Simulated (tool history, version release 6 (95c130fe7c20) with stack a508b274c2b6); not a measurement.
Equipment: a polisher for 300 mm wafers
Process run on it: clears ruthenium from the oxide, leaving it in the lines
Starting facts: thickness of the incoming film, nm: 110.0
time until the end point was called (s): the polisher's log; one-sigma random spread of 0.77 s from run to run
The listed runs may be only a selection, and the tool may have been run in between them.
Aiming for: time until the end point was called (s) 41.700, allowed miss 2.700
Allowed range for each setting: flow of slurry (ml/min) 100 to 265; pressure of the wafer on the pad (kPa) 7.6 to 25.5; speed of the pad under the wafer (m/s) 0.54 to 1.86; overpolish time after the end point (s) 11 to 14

run	hour	flow of slurry (ml/min)	pressure of the wafer on the pad (kPa)	speed of the pad under the wafer (m/s)	overpolish time after the end point (s)	time until the end point was called (s)
1	0.0	170	16.5	1.18	14	62.163
2	8.5	170	16.5	1.18	11	62.273
3	12.0	145	16.5	1.18	11	62.386
4	14.8	145	16.5	1.18	11	62.432
5	19.5	145	18.6	1.20	11	56.709
6	24.7	145	20.0	1.24	11	51.258
7	32.4	145	20.0	1.24	11	49.919
8	34.4	145	20.7	1.26	11	48.271
9	42.8	145	21.4	1.28	11	44.687
10	50.4	145	22.1	1.28	11	44.208

4 candidate next runs follow, results not yet known. Just one meets every target within its allowed miss. Identify it.
A	58.0	120	21.4	1.30	14	?
B	58.0	150	19.3	1.30	11	?
C	58.0	110	20.7	1.34	14	?
D	58.0	120	22.8	1.36	11	?

move	time until the end point was called (s)
A	46.439
B	49.275
C	47.408
D	41.838
A: lands further from the targets than the last run did
B: lands further from the targets than the last run did
C: lands further from the targets than the last run did
D: every result within its allowed miss
The move that meets every target is D.
